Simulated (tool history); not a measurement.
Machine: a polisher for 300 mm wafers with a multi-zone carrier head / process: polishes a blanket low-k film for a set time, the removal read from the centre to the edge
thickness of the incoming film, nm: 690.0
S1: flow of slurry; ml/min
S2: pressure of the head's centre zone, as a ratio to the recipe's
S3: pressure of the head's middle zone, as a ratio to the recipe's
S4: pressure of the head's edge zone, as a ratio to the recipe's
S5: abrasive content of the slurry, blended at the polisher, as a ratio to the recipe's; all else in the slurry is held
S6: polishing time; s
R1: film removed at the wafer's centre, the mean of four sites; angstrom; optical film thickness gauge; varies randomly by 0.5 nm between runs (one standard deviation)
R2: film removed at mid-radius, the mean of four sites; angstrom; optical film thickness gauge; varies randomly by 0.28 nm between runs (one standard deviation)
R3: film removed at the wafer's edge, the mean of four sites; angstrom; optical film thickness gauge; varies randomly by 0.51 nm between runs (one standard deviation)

Run 1, hour 0.0: S1 160 ml/min, S2 1.00, S3 1.00, S4 1.00, S5 1.00, S6 86 s. Result: R1 367.19 angstrom, R2 354.38 angstrom, R3 366.62 angstrom.
Run 2, hour 8.0: S1 160 ml/min, S2 1.00, S3 1.00, S4 1.00, S5 1.10, S6 86 s. Result: R1 383.99 angstrom, R2 376.26 angstrom, R3 381.75 angstrom.
Run 3, hour 13.2: S1 160 ml/min, S2 1.06, S3 1.00, S4 1.00, S5 1.10, S6 86 s. Result: R1 408.83 angstrom, R2 373.73 angstrom, R3 377.74 angstrom.
Run 4, hour 17.5: S1 160 ml/min, S2 1.11, S3 1.00, S4 1.00, S5 1.10, S6 86 s. Result: R1 412.04 angstrom, R2 372.07 angstrom, R3 381.11 angstrom.
Run 5, hour 24.0: S1 160 ml/min, S2 1.11, S3 1.00, S4 1.00, S5 0.90, S6 86 s. Result: R1 370.59 angstrom, R2 333.56 angstrom, R3 336.00 angstrom.
Run 6, hour 29.6: S1 160 ml/min, S2 1.11, S3 1.00, S4 1.06, S5 0.90, S6 86 s. Result: R1 374.53 angstrom, R2 337.51 angstrom, R3 341.90 angstrom.
Run 7, hour 38.1: S1 165 ml/min, S2 1.10, S3 0.99, S4 1.07, S5 0.95, S6 86 s. Result: R1 390.39 angstrom, R2 345.39 angstrom, R3 361.46 angstrom.
Run 8, hour 40.8: S1 175 ml/min, S2 1.09, S3 0.99, S4 1.09, S5 0.95, S6 86 s. Result: R1 387.29 angstrom, R2 349.68 angstrom, R3 366.03 angstrom.
Run 9, hour 42.7: S1 180 ml/min, S2 1.09, S3 0.99, S4 1.10, S5 0.95, S6 86 s. Result: R1 395.45 angstrom, R2 354.16 angstrom, R3 371.33 angstrom.
Run 10, hour 46.5: S1 185 ml/min, S2 1.08, S3 0.99, S4 1.11, S5 0.95, S6 86 s. Result: R1 385.12 angstrom, R2 352.27 angstrom, R3 370.98 angstrom.
Run 11, hour 53.1: S1 185 ml/min, S2 1.08, S3 0.99, S4 1.11, S5 0.95, S6 86 s. Result: R1 390.19 angstrom, R2 355.26 angstrom, R3 378.34 angstrom.
Run 12, hour 60.5: S1 190 ml/min, S2 1.09, S3 0.99, S4 1.12, S5 0.95, S6 86 s. Result: R1 387.32 angstrom, R2 361.70 angstrom, R3 380.24 angstrom.

The next listed run, before its measurement:
Run 13, hour 63.4: S1 195 ml/min, S2 1.10, S3 0.99, S4 1.13, S5 0.95, S6 86 s. Result: R1 ?, R2 ?, R3 ?.

Run 13 yielded R1 402.64 angstrom, R2 360.10 angstrom, R3 388.45 angstrom.
